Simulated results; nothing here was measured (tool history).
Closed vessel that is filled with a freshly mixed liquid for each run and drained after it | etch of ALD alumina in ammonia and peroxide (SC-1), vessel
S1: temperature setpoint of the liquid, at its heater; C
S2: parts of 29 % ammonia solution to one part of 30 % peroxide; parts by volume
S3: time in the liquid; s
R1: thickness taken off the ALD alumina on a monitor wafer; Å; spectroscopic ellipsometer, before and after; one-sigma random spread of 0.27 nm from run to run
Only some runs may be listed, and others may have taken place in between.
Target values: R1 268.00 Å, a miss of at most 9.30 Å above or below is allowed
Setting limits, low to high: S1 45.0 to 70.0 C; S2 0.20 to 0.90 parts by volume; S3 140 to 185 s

run  hour    S1    S2   S3      R1
  1   0.0  61.0  0.50  185  188.61
  2   4.6  63.0  0.50  185  210.05
  3   8.4  64.5  0.50  185  223.42
  4  10.1  67.0  0.50  185  255.24
  5  18.8  67.0  0.50  185  254.79
  6  21.3  67.0  0.50  140  194.95
  7  28.2  68.0  0.50  150  211.00
  8  31.6  68.5  0.50  160  240.03
  9  33.3  69.0  0.50  165  247.96
 10  42.0  69.5  0.50  165  255.87

4 next moves are on the table. One of them brings every result within its allowed miss. Which?
  A  50.7  68.5  0.65  175   ?
  B  50.7  69.5  0.50  155   ?
  C  50.7  69.0  0.25  165   ?
  D  50.7  67.0  0.55  165   ?

move      R1
   A  271.63
   B  246.34
   C  239.78
   D  234.34
A: every result within its allowed miss
B: misses by more than the last run did
C: misses by more than the last run did
D: misses by more than the last run did
A is the move that brings every result within its allowed miss.
